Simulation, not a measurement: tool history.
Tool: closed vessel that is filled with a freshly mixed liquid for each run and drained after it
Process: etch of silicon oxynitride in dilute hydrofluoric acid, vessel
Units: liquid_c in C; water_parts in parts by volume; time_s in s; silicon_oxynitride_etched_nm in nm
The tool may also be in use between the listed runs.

run,day,liquid_c,water_parts,time_s,silicon_oxynitride_etched_nm
1,0.000,23.0,255,415,6.1985
2,0.083,22.0,255,415,5.9048
3,0.392,22.0,255,415,5.8335
4,0.733,21.5,255,415,5.6811
5,0.896,24.5,255,415,6.5605
6,1.262,26.0,255,415,6.9612
7,1.579,24.5,255,415,6.5287

Run 8 comes next. What will it give?
8,1.838,24.5,255,415,?

{"run 8": {"silicon_oxynitride_etched_nm": 6.6023}}
